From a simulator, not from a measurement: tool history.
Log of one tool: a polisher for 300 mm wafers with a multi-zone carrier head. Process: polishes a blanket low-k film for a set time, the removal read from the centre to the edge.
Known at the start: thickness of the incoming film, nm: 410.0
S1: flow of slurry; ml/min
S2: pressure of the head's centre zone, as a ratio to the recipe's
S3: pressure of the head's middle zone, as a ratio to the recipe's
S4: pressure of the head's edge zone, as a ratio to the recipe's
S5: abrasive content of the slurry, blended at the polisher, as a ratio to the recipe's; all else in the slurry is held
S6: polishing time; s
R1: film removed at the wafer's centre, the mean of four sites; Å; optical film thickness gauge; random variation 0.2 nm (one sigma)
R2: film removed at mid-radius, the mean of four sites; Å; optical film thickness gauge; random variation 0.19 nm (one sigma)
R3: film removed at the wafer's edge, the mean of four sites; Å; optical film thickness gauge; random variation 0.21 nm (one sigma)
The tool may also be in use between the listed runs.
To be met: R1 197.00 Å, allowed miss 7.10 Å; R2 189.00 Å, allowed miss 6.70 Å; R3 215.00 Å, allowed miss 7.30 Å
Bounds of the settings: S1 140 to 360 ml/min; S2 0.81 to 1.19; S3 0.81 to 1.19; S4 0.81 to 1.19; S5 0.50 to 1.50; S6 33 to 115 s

run,hour,S1,S2,S3,S4,S5,S6,R1,R2,R3
1,0.0,230,1.00,1.00,1.00,1.00,73,243.37,240.47,234.79
2,8.8,225,0.98,0.97,1.00,1.00,73,234.90,234.42,233.14
3,16.8,220,0.97,0.95,1.00,1.00,73,232.43,222.94,232.78
4,22.2,220,0.97,0.99,1.00,1.00,73,229.06,240.86,238.17
5,23.9,220,0.97,0.99,1.00,1.00,65,199.55,211.36,204.36
6,30.6,220,0.91,0.99,1.00,1.00,65,193.73,214.17,207.81
7,37.6,215,0.91,0.98,1.01,1.00,65,186.47,209.11,209.96
8,41.7,215,0.92,0.97,1.02,1.00,65,193.73,207.61,213.73
9,42.9,215,0.92,0.96,1.02,1.00,65,194.22,205.43,210.31
10,48.2,210,0.92,0.95,1.03,1.00,65,194.27,199.61,211.52
11,55.2,200,0.92,0.93,1.05,1.00,65,194.36,199.11,213.92
12,59.5,200,0.92,0.92,1.05,1.00,65,190.93,197.99,211.38

Which of these 4 next moves meets every target?
A,63.8,180,0.87,0.96,1.06,0.95,66,?,?,?
B,63.8,185,1.01,1.02,0.93,1.10,63,?,?,?
C,63.8,215,0.92,0.87,1.07,0.85,70,?,?,?
D,63.8,140,0.91,1.03,1.05,0.95,68,?,?,?

move,R1,R2,R3
A,180.01,198.71,208.67
B,212.64,211.62,198.54
C,198.89,191.54,217.06
D,183.89,206.36,206.52
A: further off than the last run
B: further off than the last run
C: meets every target
D: further off than the last run
Move C is the one to make.
